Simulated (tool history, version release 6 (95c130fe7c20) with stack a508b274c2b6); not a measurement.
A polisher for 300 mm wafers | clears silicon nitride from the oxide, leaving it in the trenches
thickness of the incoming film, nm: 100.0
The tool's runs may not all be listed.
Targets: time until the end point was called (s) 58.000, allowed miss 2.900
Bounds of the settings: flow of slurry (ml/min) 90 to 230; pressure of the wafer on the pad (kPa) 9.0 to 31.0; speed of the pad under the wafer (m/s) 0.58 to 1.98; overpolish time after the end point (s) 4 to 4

run,hour,flow of slurry (ml/min),pressure of the wafer on the pad (kPa),speed of the pad under the wafer (m/s),overpolish time after the end point (s),time until the end point was called (s)
1,0.0,150,20.0,1.28,4,74.824
2,7.9,150,20.0,1.28,4,77.886
3,15.5,150,21.4,1.28,4,70.818
4,19.9,135,21.4,1.28,4,71.750
5,25.9,150,21.4,1.28,4,74.041
6,31.3,150,22.8,1.30,4,68.485
7,33.5,150,24.1,1.32,4,63.643
8,40.3,150,24.1,1.32,4,65.553
9,48.2,150,24.8,1.34,4,59.902

Which of these 4 next moves meets every target?
A,56.1,160,26.2,1.36,4,?
B,56.1,190,23.4,1.28,4,?
C,56.1,130,22.1,1.36,4,?
D,56.1,150,25.5,1.26,4,?

move,time until the end point was called (s)
A,55.749
B,63.596
C,66.452
D,61.976
A: meets every target
B: further off than the last run
C: further off than the last run
D: further off than the last run
Answer: A
